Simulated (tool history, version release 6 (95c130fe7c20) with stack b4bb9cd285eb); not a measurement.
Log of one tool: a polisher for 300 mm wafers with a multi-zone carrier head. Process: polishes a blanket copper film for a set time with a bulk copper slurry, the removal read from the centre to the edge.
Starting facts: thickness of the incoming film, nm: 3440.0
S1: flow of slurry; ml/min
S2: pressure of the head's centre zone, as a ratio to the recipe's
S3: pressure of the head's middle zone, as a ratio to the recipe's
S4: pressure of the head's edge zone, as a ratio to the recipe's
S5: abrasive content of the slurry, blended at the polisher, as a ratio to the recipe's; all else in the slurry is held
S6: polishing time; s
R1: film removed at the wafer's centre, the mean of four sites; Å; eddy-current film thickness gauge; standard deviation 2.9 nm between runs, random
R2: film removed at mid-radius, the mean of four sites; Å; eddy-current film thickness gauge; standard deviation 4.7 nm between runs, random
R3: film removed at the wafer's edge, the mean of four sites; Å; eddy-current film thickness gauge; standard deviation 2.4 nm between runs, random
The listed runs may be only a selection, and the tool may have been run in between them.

| run | hour | S1 | S2 | S3 | S4 | S5 | S6 | R1 | R2 | R3 |
|---|---|---|---|---|---|---|---|---|---|---|
| 1 | 0 | 195 | 1 | 1 | 1 | 1 | 68 | 4145.2 | 4092.5 | 4075.9 |
| 2 | 1.9 | 195 | 1 | 1 | 1 | 1 | 61 | 3702.8 | 3764.7 | 3617.2 |
| 3 | 10.6 | 185 | 1.01 | 0.99 | 0.97 | 1 | 61 | 3677.8 | 3630.6 | 3537.7 |
| 4 | 13.6 | 180 | 1.02 | 0.99 | 0.95 | 1 | 61 | 3737.7 | 3608.3 | 3521.9 |
| 5 | 21.4 | 180 | 1.06 | 0.99 | 0.95 | 1 | 61 | 3910.7 | 3689.5 | 3524.6 |
|  | 26.2 | worn pad replaced by a new one |
| 6 | 26.2 | 170 | 1.05 | 0.99 | 0.93 | 1 | 61 | 4273.5 | 4018.6 | 3895.5 |
| 7 | 27.3 | 190 | 1.04 | 0.99 | 0.93 | 1 | 61 | 4268.7 | 4067.8 | 3936.3 |
| 8 | 30 | 175 | 1.04 | 1 | 0.93 | 1 | 61 | 4311.9 | 4071.8 | 3924.1 |
| 9 | 38.8 | 175 | 1.04 | 1 | 0.93 | 1 | 61 | 4277.5 | 4105.8 | 3893.3 |

Forecast run 10:
| 10 | 40.4 | 185 | 1.05 | 1 | 0.95 | 0.95 | 60 | ? | ? | ? |

R1: 4177.6 Å
R2: 4101.7 Å
R3: 3806.4 Å

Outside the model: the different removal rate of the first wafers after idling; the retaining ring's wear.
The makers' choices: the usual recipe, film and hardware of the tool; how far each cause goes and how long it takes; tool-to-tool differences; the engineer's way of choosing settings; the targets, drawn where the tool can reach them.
